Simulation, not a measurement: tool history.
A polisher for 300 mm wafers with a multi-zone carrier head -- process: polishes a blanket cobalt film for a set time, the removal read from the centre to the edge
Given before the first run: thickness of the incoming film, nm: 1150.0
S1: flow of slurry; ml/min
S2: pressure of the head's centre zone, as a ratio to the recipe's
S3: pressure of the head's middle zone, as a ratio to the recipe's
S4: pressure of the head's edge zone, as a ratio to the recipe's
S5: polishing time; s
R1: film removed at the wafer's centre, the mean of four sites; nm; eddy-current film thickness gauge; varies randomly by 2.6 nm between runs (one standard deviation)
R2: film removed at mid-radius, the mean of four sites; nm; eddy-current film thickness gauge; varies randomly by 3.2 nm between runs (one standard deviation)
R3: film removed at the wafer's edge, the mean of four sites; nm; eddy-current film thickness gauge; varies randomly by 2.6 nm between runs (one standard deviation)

{"run": 1, "day": 0.0, "S1": 205, "S2": 1.0, "S3": 1.0, "S4": 1.0, "S5": 54, "R1": 240.98, "R2": 240.25, "R3": 236.62}
{"run": 2, "day": 0.304, "S1": 205, "S2": 1.0, "S3": 1.0, "S4": 1.0, "S5": 49, "R1": 222.2, "R2": 224.69, "R3": 213.62}
{"run": 3, "day": 0.438, "S1": 210, "S2": 1.02, "S3": 0.99, "S4": 1.02, "S5": 49, "R1": 225.35, "R2": 219.56, "R3": 211.8}
{"run": 4, "day": 0.625, "S1": 210, "S2": 1.03, "S3": 0.97, "S4": 1.02, "S5": 50, "R1": 236.53, "R2": 214.24, "R3": 220.34}
{"run": 5, "day": 0.658, "S1": 210, "S2": 1.03, "S3": 0.9, "S4": 1.02, "S5": 50, "R1": 232.69, "R2": 207.03, "R3": 219.39}
{"run": 6, "day": 0.688, "S1": 230, "S2": 1.03, "S3": 0.9, "S4": 1.02, "S5": 50, "R1": 235.43, "R2": 212.81, "R3": 218.76}
{"run": 7, "day": 0.879, "S1": 230, "S2": 1.04, "S3": 0.9, "S4": 1.03, "S5": 51, "R1": 238.79, "R2": 210.83, "R3": 225.66}
{"run": 8, "day": 1.075, "S1": 275, "S2": 1.14, "S3": 0.93, "S4": 1.07, "S5": 56, "R1": 294.99, "R2": 238.02, "R3": 252.42}

Run 9 has not been measured yet. What should we expect?
{"run": 9, "day": 1.225, "S1": 275, "S2": 1.14, "S3": 0.92, "S4": 1.07, "S5": 56, "R1": "?", "R2": "?", "R3": "?"}

Run 9 produced R1 297.54 nm, R2 243.09 nm, R3 254.49 nm.
